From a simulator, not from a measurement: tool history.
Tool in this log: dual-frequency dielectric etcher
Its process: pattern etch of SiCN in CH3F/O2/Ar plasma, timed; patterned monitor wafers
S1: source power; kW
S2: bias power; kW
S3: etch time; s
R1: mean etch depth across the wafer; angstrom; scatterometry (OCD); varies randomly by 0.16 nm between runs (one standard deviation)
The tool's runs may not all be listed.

{"run": 1, "hour": 0.0, "S1": 0.5, "S2": 0.066, "S3": 85.5, "R1": 342.87}
{"run": 2, "hour": 6.0, "S1": 0.5, "S2": 0.066, "S3": 85.5, "R1": 347.93}
{"run": 3, "hour": 7.0, "S1": 0.47, "S2": 0.062, "S3": 85.5, "R1": 328.77}
{"run": 4, "hour": 14.3, "S1": 0.39, "S2": 0.062, "S3": 85.5, "R1": 292.86}
{"run": 5, "hour": 16.2, "S1": 0.39, "S2": 0.068, "S3": 85.5, "R1": 302.58}
{"run": 6, "hour": 19.7, "S1": 0.39, "S2": 0.068, "S3": 89, "R1": 314.55}
{"run": 7, "hour": 27.1, "S1": 0.38, "S2": 0.066, "S3": 88.5, "R1": 304.18}

Run 8 has not been measured yet. What should we expect?
{"run": 8, "hour": 27.7, "S1": 0.31, "S2": 0.053, "S3": 87, "R1": "?"}

{"run 8": {"R1": 245.08}}
